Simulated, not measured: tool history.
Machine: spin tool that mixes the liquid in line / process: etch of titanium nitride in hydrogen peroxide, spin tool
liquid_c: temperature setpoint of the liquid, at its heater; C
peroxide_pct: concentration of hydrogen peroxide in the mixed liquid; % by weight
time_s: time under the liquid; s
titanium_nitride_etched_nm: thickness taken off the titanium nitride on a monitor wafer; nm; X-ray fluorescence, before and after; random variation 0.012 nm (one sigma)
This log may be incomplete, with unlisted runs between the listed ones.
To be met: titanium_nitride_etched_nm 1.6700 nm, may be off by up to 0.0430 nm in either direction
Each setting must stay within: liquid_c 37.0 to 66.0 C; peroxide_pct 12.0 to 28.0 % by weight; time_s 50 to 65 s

| run | day | liquid_c | peroxide_pct | time_s | titanium_nitride_etched_nm |
|---|---|---|---|---|---|
| 1 | 0.000 | 53.0 | 19.0 | 65 | 3.7065 |
| 2 | 0.046 | 47.0 | 19.0 | 65 | 2.3875 |
| 3 | 0.204 | 49.5 | 19.0 | 65 | 2.8933 |
| 4 | 0.329 | 49.5 | 21.0 | 65 | 2.9537 |
| 5 | 0.358 | 49.5 | 21.0 | 50 | 2.2367 |
| 6 | 0.542 | 49.0 | 21.0 | 50 | 2.1544 |
| 7 | 0.658 | 48.5 | 21.0 | 50 | 2.0916 |
| 8 | 0.971 | 48.0 | 21.0 | 50 | 2.0061 |
| 9 | 1.038 | 47.5 | 21.0 | 50 | 1.9585 |
| 10 | 1.375 | 46.0 | 21.0 | 50 | 1.7369 |

Exactly one of the 4 candidate moves below puts every result within its allowed miss. Which one?
| A | 1.712 | 42.0 | 28.0 | 65 | ? |
| B | 1.712 | 44.0 | 26.5 | 50 | ? |
| C | 1.712 | 43.0 | 20.0 | 65 | ? |
| D | 1.712 | 41.5 | 24.0 | 65 | ? |

| move | titanium_nitride_etched_nm |
|---|---|
| A | 1.8011 |
| B | 1.5918 |
| C | 1.8058 |
| D | 1.6764 |
A: misses by more than the last run did
B: the result that was furthest off in the last run now lies on the other side of its target
C: misses by more than the last run did
D: hits every target within its allowed miss
D is the move that brings every result within its allowed miss.
